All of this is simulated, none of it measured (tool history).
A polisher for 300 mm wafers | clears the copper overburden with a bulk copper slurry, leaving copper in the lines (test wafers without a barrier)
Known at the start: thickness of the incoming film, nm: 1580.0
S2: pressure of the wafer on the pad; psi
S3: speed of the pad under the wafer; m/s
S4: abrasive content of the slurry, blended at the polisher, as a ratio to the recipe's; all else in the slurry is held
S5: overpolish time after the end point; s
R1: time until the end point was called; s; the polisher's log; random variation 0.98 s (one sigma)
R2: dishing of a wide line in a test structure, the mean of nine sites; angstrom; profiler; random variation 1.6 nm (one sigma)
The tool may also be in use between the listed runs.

{"run": 1, "hour": 0.0, "flow of slurry (ml/min)": 310, "S2": 2.7, "S3": 1.28, "S4": 1.0, "S5": 11, "R1": 119.28, "R2": 854.27}
{"run": 2, "hour": 7.0, "flow of slurry (ml/min)": 310, "S2": 3.2, "S3": 1.28, "S4": 1.0, "S5": 11, "R1": 101.83, "R2": 998.62}
{"run": 3, "hour": 10.5, "flow of slurry (ml/min)": 305, "S2": 3.1, "S3": 1.26, "S4": 1.0, "S5": 13, "R1": 106.11, "R2": 1084.1}
{"run": 4, "hour": 14.3, "flow of slurry (ml/min)": 305, "S2": 3.1, "S3": 0.96, "S4": 1.0, "S5": 13, "R1": 130.5, "R2": 932.91}
{"run": 5, "hour": 21.3, "flow of slurry (ml/min)": 305, "S2": 3.1, "S3": 0.96, "S4": 1.0, "S5": 9, "R1": 129.38, "R2": 716.13}
{"run": 6, "hour": 29.6, "flow of slurry (ml/min)": 305, "S2": 3.1, "S3": 0.96, "S4": 1.0, "S5": 6, "R1": 130.7, "R2": 495.57}
{"run": 7, "hour": 32.7, "flow of slurry (ml/min)": 305, "S2": 3.2, "S3": 0.96, "S4": 1.0, "S5": 7, "R1": 126.49, "R2": 568.37}

The next listed run, before its measurement:
{"run": 8, "hour": 36.3, "flow of slurry (ml/min)": 305, "S2": 3.2, "S3": 0.96, "S4": 1.0, "S5": 7, "R1": "?", "R2": "?"}

R1: 127.26 s
R2: 598.94 angstrom

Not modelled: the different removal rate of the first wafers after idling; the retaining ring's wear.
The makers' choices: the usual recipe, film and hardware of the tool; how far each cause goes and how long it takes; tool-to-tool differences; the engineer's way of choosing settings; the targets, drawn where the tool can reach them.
